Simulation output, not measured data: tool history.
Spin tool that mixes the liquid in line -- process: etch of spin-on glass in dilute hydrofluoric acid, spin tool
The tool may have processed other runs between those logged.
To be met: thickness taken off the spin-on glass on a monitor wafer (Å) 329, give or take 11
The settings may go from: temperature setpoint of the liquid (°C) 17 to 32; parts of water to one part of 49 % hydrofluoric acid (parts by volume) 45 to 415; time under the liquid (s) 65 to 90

run,day,temperature setpoint of the liquid (°C),parts of water to one part of 49 % hydrofluoric acid (parts by volume),time under the liquid (s),thickness taken off the spin-on glass on a monitor wafer (Å)
1,0,24,230,90,127.96
2,0.071,26.5,230,90,136.44
3,0.129,26.5,230,90,136.82
4,0.288,28,185,90,188.12
5,0.554,27,185,90,186.3
6,0.704,27,185,65,133.87
7,1.05,28.5,140,65,197.04
8,1.15,29.5,115,65,253.11
9,1.196,30,105,65,286.77
10,1.571,30.5,105,65,294.24
11,1.804,32,90,65,370.23
12,2.012,31.5,90,65,363.14
13,2.138,28.5,95,65,302.55
14,2.492,29,95,65,316.7

Of the 5 settings listed for the next run, only one would bring every result within its allowed miss of target. Which one?
A,2.846,28,95,65,?
B,2.846,25,95,75,?
C,2.846,27,85,65,?
D,2.846,29,105,70,?
E,2.846,25.5,100,90,?

move,thickness taken off the spin-on glass on a monitor wafer (Å)
A,299.79
B,307.84
C,326.75
D,299.31
E,355.62
A: its largest miss is bigger than the last run's
B: its largest miss is bigger than the last run's
C: all results land within tolerance of their targets
D: its largest miss is bigger than the last run's
E: pushes the last run's worst result past its target
The right move is C.
